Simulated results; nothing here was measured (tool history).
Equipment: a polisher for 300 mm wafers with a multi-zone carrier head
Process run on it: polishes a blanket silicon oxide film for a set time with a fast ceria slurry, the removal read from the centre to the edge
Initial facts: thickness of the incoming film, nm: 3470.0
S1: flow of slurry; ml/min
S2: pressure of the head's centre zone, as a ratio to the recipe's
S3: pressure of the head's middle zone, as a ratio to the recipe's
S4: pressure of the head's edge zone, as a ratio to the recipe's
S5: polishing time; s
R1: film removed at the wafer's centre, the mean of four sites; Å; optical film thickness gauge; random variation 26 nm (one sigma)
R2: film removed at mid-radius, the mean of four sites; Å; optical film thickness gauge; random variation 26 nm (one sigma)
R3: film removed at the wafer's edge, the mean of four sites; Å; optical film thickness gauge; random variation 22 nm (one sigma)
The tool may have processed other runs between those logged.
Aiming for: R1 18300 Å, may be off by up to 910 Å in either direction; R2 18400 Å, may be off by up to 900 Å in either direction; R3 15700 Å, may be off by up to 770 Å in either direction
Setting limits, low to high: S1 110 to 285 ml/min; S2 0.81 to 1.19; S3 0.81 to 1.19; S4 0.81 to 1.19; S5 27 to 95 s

run    day   S1    S2    S3    S4  S5     R1     R2     R3
  1      0  180     1     1     1  61  11991  11957  11966
  2   0.05  180     1     1     1  71  14199  14119  13884
  3  0.217  180     1  1.05     1  71  14115  14694  14011
  4  0.475  180     1  1.05  1.05  71  13575  14586  14018
  5  0.762  180     1  1.05  1.05  57  11291  11885  11298
  6  0.908  190  1.04  1.08  1.04  63  12864  13762  12768
  7  0.933  200  1.08  1.09  1.01  65  14202  14135  13025
  8  1.108  210   1.1  1.12  1.01  68  14985  15085  13257
  9  1.196  210  1.11  1.13  1.02  71  15924  15788  14213

Pick the move, out of 4, that brings all results within their allowed miss; only one does.
  A  1.283  240  1.16  1.19  0.99  78   ?   ?   ?
  B  1.283  220  0.88  1.19  1.11  74   ?   ?   ?
  C  1.283  200  0.97  1.19  1.05  80   ?   ?   ?
  D  1.283  130  0.83  0.87  1.19  80   ?   ?   ?

move     R1     R2     R3
   A  18272  18887  15743
   B  13518  17732  15544
   C  15616  18896  16234
   D  12389  13293  16175
A: hits every target within its allowed miss
B: brings the last run's worst result on target, with another outside its allowed miss
C: brings the last run's worst result on target, with another outside its allowed miss
D: misses by more than the last run did
Correct choice: A, which meets every target
